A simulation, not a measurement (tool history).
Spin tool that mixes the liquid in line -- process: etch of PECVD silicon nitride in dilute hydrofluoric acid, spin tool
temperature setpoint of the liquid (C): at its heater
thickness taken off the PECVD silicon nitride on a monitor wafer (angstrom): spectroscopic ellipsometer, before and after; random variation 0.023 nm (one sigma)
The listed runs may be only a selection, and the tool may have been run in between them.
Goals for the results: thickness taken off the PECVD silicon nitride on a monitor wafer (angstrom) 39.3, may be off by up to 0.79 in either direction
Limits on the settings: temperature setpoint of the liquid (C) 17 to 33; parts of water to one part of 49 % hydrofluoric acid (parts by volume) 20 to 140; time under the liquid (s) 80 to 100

run  hour  temperature setpoint of the liquid (C)  parts of water to one part of 49 % hydrofluoric acid (parts by volume)  time under the liquid (s)  thickness taken off the PECVD silicon nitride on a monitor wafer (angstrom)
  1     0                                      25                                                                      75                        100                                                                       25.829
  2   7.7                                      25                                                                      90                        100                                                                       21.543
  3  15.6                                    26.5                                                                      90                        100                                                                       23.632
  4  22.8                                    26.5                                                                     110                        100                                                                       19.275
  5  27.1                                    27.5                                                                     105                        100                                                                       21.657
  6  34.9                                    28.5                                                                     100                        100                                                                       24.624
  7  40.3                                    29.5                                                                     100                        100                                                                       26.143
  8  44.6                                      30                                                                      95                        100                                                                       28.112
  9  46.8                                    30.5                                                                      95                        100                                                                       29.216
 10    49                                      33                                                                      85                        100                                                                       38.128
 11  54.9                                      33                                                                      80                        100                                                                       40.323

Consider the 5 candidate settings below. Which is the only one whose results all fall within their allowed miss of target?
  A  60.8                                    32.5                                                                      80                        100                                                                            ?
  B  60.8                                    32.5                                                                      75                        100                                                                            ?
  C  60.8                                      33                                                                      85                        100                                                                            ?
  D  60.8                                    32.5                                                                      70                         85                                                                            ?
  E  60.8                                    32.5                                                                      80                         95                                                                            ?

move  thickness taken off the PECVD silicon nitride on a monitor wafer (angstrom)
   A                                                                       39.177
   B                                                                       41.807
   C                                                                       38.011
   D                                                                       38.087
   E                                                                       37.218
A: hits every target within its allowed miss
B: misses by more than the last run did
C: the result that was furthest off in the last run now lies on the other side of its target
D: the result that was furthest off in the last run now lies on the other side of its target
E: the result that was furthest off in the last run now lies on the other side of its target
Go with A: it meets all targets.
